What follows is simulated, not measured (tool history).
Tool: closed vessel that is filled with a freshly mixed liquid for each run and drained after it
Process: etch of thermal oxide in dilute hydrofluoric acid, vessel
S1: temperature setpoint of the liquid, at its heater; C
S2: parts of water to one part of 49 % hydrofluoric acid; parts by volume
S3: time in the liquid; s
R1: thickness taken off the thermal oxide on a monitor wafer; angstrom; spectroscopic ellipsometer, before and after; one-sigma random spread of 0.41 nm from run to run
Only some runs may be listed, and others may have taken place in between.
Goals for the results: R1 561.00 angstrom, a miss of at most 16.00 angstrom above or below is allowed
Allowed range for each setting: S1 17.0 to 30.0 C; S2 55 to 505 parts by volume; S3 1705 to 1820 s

Run 1, hour 0.0: S1 22.0 C, S2 280 parts by volume, S3 1705 s. Result: R1 232.44 angstrom.
Run 2, hour 9.2: S1 24.5 C, S2 235 parts by volume, S3 1705 s. Result: R1 316.58 angstrom.
Run 3, hour 14.8: S1 24.5 C, S2 235 parts by volume, S3 1820 s. Result: R1 339.14 angstrom.
Run 4, hour 23.5: S1 21.0 C, S2 235 parts by volume, S3 1820 s. Result: R1 299.45 angstrom.
Run 5, hour 28.0: S1 24.0 C, S2 210 parts by volume, S3 1820 s. Result: R1 380.36 angstrom.
Run 6, hour 37.5: S1 26.0 C, S2 195 parts by volume, S3 1820 s. Result: R1 444.37 angstrom.
Run 7, hour 39.1: S1 26.0 C, S2 195 parts by volume, S3 1820 s. Result: R1 451.85 angstrom.
Run 8, hour 44.3: S1 30.0 C, S2 170 parts by volume, S3 1820 s. Result: R1 615.31 angstrom.
Run 9, hour 49.9: S1 29.5 C, S2 170 parts by volume, S3 1820 s. Result: R1 607.46 angstrom.
Run 10, hour 52.5: S1 27.0 C, S2 175 parts by volume, S3 1820 s. Result: R1 534.21 angstrom.
Run 11, hour 60.9: S1 27.5 C, S2 175 parts by volume, S3 1820 s. Result: R1 537.85 angstrom.
Run 12, hour 65.0: S1 27.5 C, S2 175 parts by volume, S3 1820 s. Result: R1 544.46 angstrom.

Pick the move, out of 5, that brings all results within their allowed miss; only one does.
Run A, hour 69.1: S1 29.5 C, S2 185 parts by volume, S3 1705 s. Result: R1 ?.
Run B, hour 69.1: S1 22.5 C, S2 155 parts by volume, S3 1820 s. Result: R1 ?.
Run C, hour 69.1: S1 30.0 C, S2 175 parts by volume, S3 1820 s. Result: R1 ?.
Run D, hour 69.1: S1 29.0 C, S2 185 parts by volume, S3 1820 s. Result: R1 ?.
Run E, hour 69.1: S1 25.5 C, S2 155 parts by volume, S3 1730 s. Result: R1 ?.

move      R1
   A  510.19
   B  519.85
   C  593.32
   D  535.09
   E  553.98
A: its largest miss is bigger than the last run's
B: its largest miss is bigger than the last run's
C: the result that was furthest off in the last run now lies on the other side of its target
D: its largest miss is bigger than the last run's
E: all results in spec
E is the move that brings every result within its allowed miss.

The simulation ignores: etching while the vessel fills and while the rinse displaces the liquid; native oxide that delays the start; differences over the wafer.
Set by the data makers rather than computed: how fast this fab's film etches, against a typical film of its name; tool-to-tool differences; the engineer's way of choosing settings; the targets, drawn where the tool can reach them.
